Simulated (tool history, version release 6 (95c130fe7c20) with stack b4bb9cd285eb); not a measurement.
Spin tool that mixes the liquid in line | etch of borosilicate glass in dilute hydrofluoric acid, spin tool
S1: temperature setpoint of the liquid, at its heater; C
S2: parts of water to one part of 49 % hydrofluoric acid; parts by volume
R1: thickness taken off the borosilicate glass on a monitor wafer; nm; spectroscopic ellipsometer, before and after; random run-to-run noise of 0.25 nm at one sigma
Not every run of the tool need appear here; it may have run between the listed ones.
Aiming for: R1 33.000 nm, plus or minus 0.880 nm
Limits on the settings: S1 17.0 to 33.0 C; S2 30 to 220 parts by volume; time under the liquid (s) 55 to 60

run 1 hour=0.0 | S1=25.0 S2=125 time_under_the_liquid_(s)=55 | R1=16.092
run 2 hour=2.7 | S1=27.5 S2=110 time_under_the_liquid_(s)=55 | R1=20.698
run 3 hour=6.7 | S1=29.0 S2=100 time_under_the_liquid_(s)=55 | R1=24.287
run 4 hour=14.2 | S1=29.0 S2=100 time_under_the_liquid_(s)=55 | R1=24.416
run 5 hour=18.7 | S1=26.0 S2=100 time_under_the_liquid_(s)=55 | R1=21.920
run 6 hour=25.5 | S1=28.0 S2=95 time_under_the_liquid_(s)=55 | R1=24.822
run 7 hour=34.0 | S1=32.0 S2=80 time_under_the_liquid_(s)=55 | R1=34.941
run 8 hour=41.6 | S1=31.5 S2=80 time_under_the_liquid_(s)=55 | R1=34.599

Exactly one of the 4 candidate moves below puts every result within its allowed miss. Which one?
run A hour=49.2 | S1=31.0 S2=95 time_under_the_liquid_(s)=60 | R1=?
run B hour=49.2 | S1=31.5 S2=80 time_under_the_liquid_(s)=60 | R1=?
run C hour=49.2 | S1=33.0 S2=95 time_under_the_liquid_(s)=60 | R1=?
run D hour=49.2 | S1=30.0 S2=90 time_under_the_liquid_(s)=60 | R1=?

move=A R1=30.549
move=B R1=37.796
move=C R1=32.893
move=D R1=31.283
A: moves the result that the last run missed by most past its target, out the other side
B: moves away from the targets compared with the last run
C: hits every target within its allowed miss
D: moves the result that the last run missed by most past its target, out the other side
C meets every target.
